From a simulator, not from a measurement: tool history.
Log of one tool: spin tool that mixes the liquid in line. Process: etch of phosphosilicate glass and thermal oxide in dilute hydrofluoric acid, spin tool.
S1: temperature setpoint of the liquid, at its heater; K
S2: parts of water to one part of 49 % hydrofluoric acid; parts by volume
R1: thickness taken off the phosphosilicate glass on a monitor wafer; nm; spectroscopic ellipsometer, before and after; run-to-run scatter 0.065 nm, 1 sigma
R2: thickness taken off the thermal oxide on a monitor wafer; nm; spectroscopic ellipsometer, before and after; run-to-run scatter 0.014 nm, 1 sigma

run 1 hour=0.0 | S1=297.15 S2=265 time_under_the_liquid_(s)=45 | R1=12.7860 R2=0.72739
run 2 hour=3.4 | S1=297.15 S2=265 time_under_the_liquid_(s)=55 | R1=15.8470 R2=0.82877
run 3 hour=5.6 | S1=299.65 S2=265 time_under_the_liquid_(s)=55 | R1=17.3430 R2=0.89191
run 4 hour=9.9 | S1=299.65 S2=335 time_under_the_liquid_(s)=55 | R1=12.6870 R2=0.65912
run 5 hour=13.5 | S1=297.15 S2=360 time_under_the_liquid_(s)=55 | R1=10.6480 R2=0.58463
run 6 hour=16.9 | S1=296.15 S2=385 time_under_the_liquid_(s)=55 | R1=9.4727 R2=0.48909
run 7 hour=20.5 | S1=294.65 S2=400 time_under_the_liquid_(s)=55 | R1=8.4338 R2=0.46800
run 8 hour=25.5 | S1=296.15 S2=455 time_under_the_liquid_(s)=55 | R1=7.5727 R2=0.38589

Estimate the outcome of run 9 from the log above:
run 9 hour=33.4 | S1=295.65 S2=455 time_under_the_liquid_(s)=55 | R1=? R2=?

R1: 7.3224 nm
R2: 0.38016 nm
